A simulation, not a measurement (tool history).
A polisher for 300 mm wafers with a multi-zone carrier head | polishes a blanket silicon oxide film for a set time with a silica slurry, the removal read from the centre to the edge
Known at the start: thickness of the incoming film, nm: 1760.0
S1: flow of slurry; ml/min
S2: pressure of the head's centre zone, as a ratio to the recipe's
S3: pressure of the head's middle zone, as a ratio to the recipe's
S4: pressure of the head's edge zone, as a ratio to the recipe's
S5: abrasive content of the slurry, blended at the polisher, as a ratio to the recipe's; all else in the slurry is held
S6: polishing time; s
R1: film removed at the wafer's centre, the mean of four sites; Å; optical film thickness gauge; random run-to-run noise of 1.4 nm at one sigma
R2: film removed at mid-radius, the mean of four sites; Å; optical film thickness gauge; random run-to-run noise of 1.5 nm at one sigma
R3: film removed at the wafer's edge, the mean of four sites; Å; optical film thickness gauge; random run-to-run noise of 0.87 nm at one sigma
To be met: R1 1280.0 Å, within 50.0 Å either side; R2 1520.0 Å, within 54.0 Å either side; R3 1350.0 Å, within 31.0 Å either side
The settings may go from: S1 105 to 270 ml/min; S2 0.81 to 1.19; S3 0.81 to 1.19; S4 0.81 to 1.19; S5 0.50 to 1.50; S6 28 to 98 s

{"run": 1, "hour": 0.0, "S1": 175, "S2": 1.0, "S3": 1.0, "S4": 1.0, "S5": 1.0, "S6": 63, "R1": 1640.7, "R2": 1625.0, "R3": 1653.8}
{"run": 2, "hour": 6.2, "S1": 175, "S2": 1.04, "S3": 1.0, "S4": 1.0, "S5": 1.0, "S6": 63, "R1": 1720.4, "R2": 1610.6, "R3": 1646.9}
{"run": 3, "hour": 8.7, "S1": 170, "S2": 1.02, "S3": 1.01, "S4": 0.98, "S5": 1.0, "S6": 63, "R1": 1636.0, "R2": 1611.1, "R3": 1640.4}
{"run": 4, "hour": 12.7, "S1": 175, "S2": 1.02, "S3": 1.03, "S4": 0.97, "S5": 0.95, "S6": 63, "R1": 1614.4, "R2": 1622.0, "R3": 1593.7}
{"run": 5, "hour": 16.7, "S1": 175, "S2": 1.02, "S3": 1.03, "S4": 0.97, "S5": 0.95, "S6": 51, "R1": 1288.0, "R2": 1300.0, "R3": 1295.2}
{"run": 6, "hour": 22.5, "S1": 175, "S2": 1.02, "S3": 1.03, "S4": 0.97, "S5": 1.05, "S6": 51, "R1": 1380.3, "R2": 1375.8, "R3": 1351.1}
{"run": 7, "hour": 24.0, "S1": 175, "S2": 1.01, "S3": 1.04, "S4": 0.97, "S5": 1.05, "S6": 51, "R1": 1358.9, "R2": 1382.4, "R3": 1342.5}
{"run": 8, "hour": 29.3, "S1": 175, "S2": 1.0, "S3": 1.05, "S4": 0.97, "S5": 1.05, "S6": 51, "R1": 1350.2, "R2": 1406.7, "R3": 1355.7}
{"run": 9, "hour": 35.3, "S1": 175, "S2": 0.99, "S3": 1.06, "S4": 0.97, "S5": 1.05, "S6": 51, "R1": 1354.5, "R2": 1424.0, "R3": 1344.6}
{"run": 10, "hour": 36.6, "S1": 175, "S2": 0.99, "S3": 1.06, "S4": 0.97, "S5": 1.05, "S6": 51, "R1": 1332.7, "R2": 1417.4, "R3": 1361.2}
{"run": 11, "hour": 39.0, "S1": 175, "S2": 0.99, "S3": 1.07, "S4": 0.97, "S5": 1.05, "S6": 51, "R1": 1339.5, "R2": 1424.3, "R3": 1346.9}
{"run": 12, "hour": 41.5, "S1": 175, "S2": 0.98, "S3": 1.08, "S4": 0.97, "S5": 1.05, "S6": 51, "R1": 1304.1, "R2": 1434.6, "R3": 1357.4}

Below are 5 possible settings for the next run. Only one of them brings all results inside the allowed miss of their targets. Which is it?
{"run": "A", "hour": 44.0, "S1": 165, "S2": 0.97, "S3": 1.03, "S4": 1.01, "S5": 0.95, "S6": 53, "R1": "?", "R2": "?", "R3": "?"}
{"run": "B", "hour": 44.0, "S1": 150, "S2": 0.92, "S3": 1.19, "S4": 1.01, "S5": 0.8, "S6": 63, "R1": "?", "R2": "?", "R3": "?"}
{"run": "C", "hour": 44.0, "S1": 170, "S2": 0.93, "S3": 1.13, "S4": 0.91, "S5": 0.85, "S6": 58, "R1": "?", "R2": "?", "R3": "?"}
{"run": "D", "hour": 44.0, "S1": 155, "S2": 1.01, "S3": 1.18, "S4": 0.94, "S5": 1.0, "S6": 57, "R1": "?", "R2": "?", "R3": "?"}
{"run": "E", "hour": 44.0, "S1": 160, "S2": 0.98, "S3": 1.02, "S4": 0.95, "S5": 1.0, "S6": 53, "R1": "?", "R2": "?", "R3": "?"}

move=A R1=1276.5 R2=1346.3 R3=1341.9
move=B R1=1294.3 R2=1632.3 R3=1441.9
move=C R1=1277.4 R2=1519.9 R3=1342.8
move=D R1=1445.4 R2=1645.1 R3=1423.5
move=E R1=1311.8 R2=1359.3 R3=1337.7
A: misses by more than the last run did
B: takes the biggest miss from the last run beyond its target
C: all results land within tolerance of their targets
D: takes the biggest miss from the last run beyond its target
E: misses by more than the last run did
So the answer is move C, the one that meets all the targets.
